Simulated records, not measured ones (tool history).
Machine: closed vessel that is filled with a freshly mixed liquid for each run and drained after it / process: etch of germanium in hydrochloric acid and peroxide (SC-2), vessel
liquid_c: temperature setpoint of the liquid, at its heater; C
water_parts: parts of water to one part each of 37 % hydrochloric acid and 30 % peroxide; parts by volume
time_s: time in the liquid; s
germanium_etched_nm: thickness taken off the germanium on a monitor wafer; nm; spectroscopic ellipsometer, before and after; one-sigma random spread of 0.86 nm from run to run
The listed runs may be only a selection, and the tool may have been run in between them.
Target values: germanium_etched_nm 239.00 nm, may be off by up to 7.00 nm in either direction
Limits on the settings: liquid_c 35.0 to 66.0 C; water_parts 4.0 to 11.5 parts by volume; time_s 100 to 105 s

run	hour	liquid_c	water_parts	time_s	germanium_etched_nm
1	0.0	50.0	6.5	100	180.90
2	4.0	52.0	6.5	100	191.48
3	11.5	53.5	6.5	100	202.41
4	15.2	49.0	6.5	100	174.47
5	20.3	51.0	6.5	100	186.11
6	27.0	51.0	5.5	100	187.06
7	35.8	52.5	5.5	100	196.46
8	43.7	54.0	5.5	100	207.02
9	51.4	55.0	5.5	100	211.90
10	54.4	56.0	5.5	100	221.21
11	63.2	56.5	5.5	100	222.54
12	65.4	57.0	5.5	100	226.25
13	73.2	57.5	5.5	100	229.96

4 candidate next runs follow, results not yet known. Just one meets every target within its allowed miss. Identify it.
A	81.0	58.5	5.5	105	?
B	81.0	59.5	6.0	105	?
C	81.0	60.5	5.5	100	?
D	81.0	57.0	4.5	105	?

move	germanium_etched_nm
A	249.48
B	256.16
C	252.38
D	239.73
A: moves the result that the last run missed by most past its target, out the other side
B: moves the result that the last run missed by most past its target, out the other side
C: moves the result that the last run missed by most past its target, out the other side
D: in spec on every target
D is the move that brings every result within its allowed miss.
